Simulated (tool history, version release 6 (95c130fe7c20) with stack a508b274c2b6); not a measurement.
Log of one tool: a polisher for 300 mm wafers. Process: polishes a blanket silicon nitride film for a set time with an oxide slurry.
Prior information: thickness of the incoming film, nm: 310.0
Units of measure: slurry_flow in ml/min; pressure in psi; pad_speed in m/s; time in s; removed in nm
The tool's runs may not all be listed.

run	hour	slurry_flow	pressure	pad_speed	slurry_solids	time	removed
1	0.0	250	4.7	1.10	1.0	27	24.449
2	4.0	250	4.7	1.36	1.0	27	29.891
3	11.8	250	3.8	1.36	1.0	27	23.725
4	12.7	250	3.8	1.36	1.0	23	20.570
5	16.2	250	3.8	1.36	1.1	23	21.135
6	24.1	250	3.5	1.36	1.1	23	19.652
7	29.0	250	3.2	1.36	1.1	23	17.859
8	31.7	250	3.0	1.36	1.1	23	17.128
9	35.7	250	2.8	1.36	1.1	23	15.975
10	41.1	250	2.7	1.36	1.1	23	15.300
11	42.6	250	2.6	1.36	1.1	23	14.947

Predict the results of run 12:
12	45.1	240	2.1	1.34	1.1	23	?

Run 12 yielded removed 11.860 nm.
